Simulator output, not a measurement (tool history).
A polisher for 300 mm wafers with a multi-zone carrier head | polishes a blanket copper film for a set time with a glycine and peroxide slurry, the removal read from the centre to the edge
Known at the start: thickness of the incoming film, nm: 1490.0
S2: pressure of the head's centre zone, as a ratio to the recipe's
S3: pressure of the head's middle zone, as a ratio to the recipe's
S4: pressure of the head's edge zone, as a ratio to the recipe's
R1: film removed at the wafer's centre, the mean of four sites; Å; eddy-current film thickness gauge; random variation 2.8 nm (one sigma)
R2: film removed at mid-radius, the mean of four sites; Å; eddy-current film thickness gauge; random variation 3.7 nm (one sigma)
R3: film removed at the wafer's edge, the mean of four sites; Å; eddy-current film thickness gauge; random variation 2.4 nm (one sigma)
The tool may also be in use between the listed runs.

{"run": 1, "day": 0.0, "flow of slurry (ml/min)": 315, "S2": 1, "S3": 1, "S4": 1, "polishing time (s)": 65, "R1": 3535.5, "R2": 3584.5, "R3": 3619.6}
{"run": 2, "day": 0.225, "flow of slurry (ml/min)": 315, "S2": 1, "S3": 0.94, "S4": 1, "polishing time (s)": 65, "R1": 3499, "R2": 3473.7, "R3": 3629.4}
{"run": 3, "day": 0.521, "flow of slurry (ml/min)": 315, "S2": 1, "S3": 0.94, "S4": 1, "polishing time (s)": 71, "R1": 3818.2, "R2": 3837.9, "R3": 3975.7}
{"run": 4, "day": 0.808, "flow of slurry (ml/min)": 315, "S2": 0.97, "S3": 0.94, "S4": 1, "polishing time (s)": 71, "R1": 3767.6, "R2": 3851.9, "R3": 3943.2}
{"run": 5, "day": 1.112, "flow of slurry (ml/min)": 315, "S2": 0.89, "S3": 0.94, "S4": 1, "polishing time (s)": 71, "R1": 3394.6, "R2": 3878.3, "R3": 3960}
{"run": 6, "day": 1.204, "flow of slurry (ml/min)": 315, "S2": 0.94, "S3": 0.94, "S4": 0.95, "polishing time (s)": 65, "R1": 3363.6, "R2": 3516.3, "R3": 3557.4}
{"run": 7, "day": 1.408, "flow of slurry (ml/min)": 315, "S2": 0.96, "S3": 0.94, "S4": 0.91, "polishing time (s)": 60, "R1": 3099.9, "R2": 3235.9, "R3": 3219.6}
{"run": 8, "day": 1.583, "flow of slurry (ml/min)": 315, "S2": 1, "S3": 0.93, "S4": 0.88, "polishing time (s)": 57, "R1": 3126.8, "R2": 3018.9, "R3": 2977}
{"run": 9, "day": 1.908, "flow of slurry (ml/min)": 310, "S2": 1, "S3": 0.92, "S4": 0.86, "polishing time (s)": 56, "R1": 3009.9, "R2": 3012.7, "R3": 2904.6}
{"run": 10, "day": 1.946, "flow of slurry (ml/min)": 310, "S2": 1.02, "S3": 0.9, "S4": 0.85, "polishing time (s)": 55, "R1": 2996.9, "R2": 2902.7, "R3": 2795.2}

Forecast run 11:
{"run": 11, "day": 2.112, "flow of slurry (ml/min)": 310, "S2": 1.03, "S3": 0.89, "S4": 0.85, "polishing time (s)": 55, "R1": "?", "R2": "?", "R3": "?"}

R1: 2983.8 Å
R2: 2873.9 Å
R3: 2838.4 Å
